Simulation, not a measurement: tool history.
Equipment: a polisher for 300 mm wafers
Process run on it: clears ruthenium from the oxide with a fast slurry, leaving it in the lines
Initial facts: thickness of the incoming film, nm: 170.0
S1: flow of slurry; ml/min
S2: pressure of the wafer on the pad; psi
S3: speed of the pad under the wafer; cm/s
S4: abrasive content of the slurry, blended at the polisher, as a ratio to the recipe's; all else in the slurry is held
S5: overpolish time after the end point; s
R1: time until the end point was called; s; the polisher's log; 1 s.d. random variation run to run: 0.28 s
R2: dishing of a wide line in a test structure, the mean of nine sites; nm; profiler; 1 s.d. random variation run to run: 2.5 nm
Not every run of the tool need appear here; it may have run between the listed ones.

run 1 day=0.000 | S1=190 S2=2.8 S3=90 S4=1.00 S5=17 | R1=38.359 R2=56.818
run 2 day=0.112 | S1=190 S2=2.9 S3=90 S4=1.00 S5=18 | R1=37.909 R2=60.763
run 3 day=0.312 | S1=190 S2=3.0 S3=90 S4=1.00 S5=19 | R1=35.485 R2=65.009
run 4 day=0.554 | S1=190 S2=3.1 S3=90 S4=1.00 S5=20 | R1=35.053 R2=72.278
run 5 day=0.658 | S1=190 S2=3.1 S3=90 S4=1.15 S5=20 | R1=32.900 R2=73.037
run 6 day=1.021 | S1=190 S2=3.2 S3=90 S4=1.15 S5=21 | R1=31.191 R2=77.115

Forecast run 7:
run 7 day=1.071 | S1=190 S2=3.2 S3=90 S4=1.15 S5=21 | R1=? R2=?

R1: 32.620 s
R2: 77.053 nm
